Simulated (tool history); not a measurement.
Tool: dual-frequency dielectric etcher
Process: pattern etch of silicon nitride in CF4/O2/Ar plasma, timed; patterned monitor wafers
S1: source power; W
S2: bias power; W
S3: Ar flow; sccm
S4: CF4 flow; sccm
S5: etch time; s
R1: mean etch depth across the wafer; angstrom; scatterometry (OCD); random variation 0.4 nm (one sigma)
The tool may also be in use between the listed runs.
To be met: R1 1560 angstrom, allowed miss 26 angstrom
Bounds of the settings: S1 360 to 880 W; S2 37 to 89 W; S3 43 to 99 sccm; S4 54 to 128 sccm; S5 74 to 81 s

{"run": 1, "day": 0.0, "S1": 620, "S2": 63, "S3": 71, "S4": 91, "S5": 81, "R1": 1958.7}
{"run": 2, "day": 0.188, "S1": 590, "S2": 63, "S3": 71, "S4": 91, "S5": 81, "R1": 1878.4}
{"run": 3, "day": 0.225, "S1": 590, "S2": 63, "S3": 71, "S4": 82, "S5": 81, "R1": 1860}
{"run": 4, "day": 0.55, "S1": 570, "S2": 63, "S3": 71, "S4": 82, "S5": 81, "R1": 1809.6}
{"run": 5, "day": 0.742, "S1": 640, "S2": 63, "S3": 71, "S4": 82, "S5": 81, "R1": 2002.1}
{"run": 6, "day": 1.088, "S1": 640, "S2": 63, "S3": 71, "S4": 74, "S5": 81, "R1": 1987.7}
{"run": 7, "day": 1.292, "S1": 610, "S2": 63, "S3": 71, "S4": 74, "S5": 81, "R1": 1901.6}
{"run": 8, "day": 1.342, "S1": 580, "S2": 63, "S3": 71, "S4": 74, "S5": 81, "R1": 1817.4}
{"run": 9, "day": 1.621, "S1": 560, "S2": 63, "S3": 71, "S4": 74, "S5": 81, "R1": 1770.4}
{"run": 10, "day": 1.979, "S1": 540, "S2": 63, "S3": 71, "S4": 74, "S5": 81, "R1": 1712.3}
{"run": 11, "day": 2.329, "S1": 530, "S2": 63, "S3": 71, "S4": 74, "S5": 81, "R1": 1691.8}
{"run": 12, "day": 2.675, "S1": 530, "S2": 63, "S3": 71, "S4": 74, "S5": 81, "R1": 1685.3}
{"run": 13, "day": 2.742, "S1": 520, "S2": 63, "S3": 71, "S4": 74, "S5": 81, "R1": 1663.1}
{"run": 14, "day": 2.929, "S1": 520, "S2": 63, "S3": 71, "S4": 74, "S5": 81, "R1": 1664.2}

Which of these 5 next moves meets every target?
{"run": "A", "day": 3.117, "S1": 540, "S2": 56, "S3": 78, "S4": 70, "S5": 77.5, "R1": "?"}
{"run": "B", "day": 3.117, "S1": 510, "S2": 63, "S3": 80, "S4": 83, "S5": 75.5, "R1": "?"}
{"run": "C", "day": 3.117, "S1": 560, "S2": 65, "S3": 68, "S4": 74, "S5": 81, "R1": "?"}
{"run": "D", "day": 3.117, "S1": 500, "S2": 60, "S3": 66, "S4": 66, "S5": 81, "R1": "?"}
{"run": "E", "day": 3.117, "S1": 520, "S2": 63, "S3": 77, "S4": 67, "S5": 81, "R1": "?"}

move=A R1=1493.8
move=B R1=1511.6
move=C R1=1812.2
move=D R1=1555
move=E R1=1625.5
A: takes the result that was furthest off past its target
B: takes the result that was furthest off past its target
C: further off than the last run
D: meets every target
E: nearer than the last run, and not there yet
Move D is the one to make.
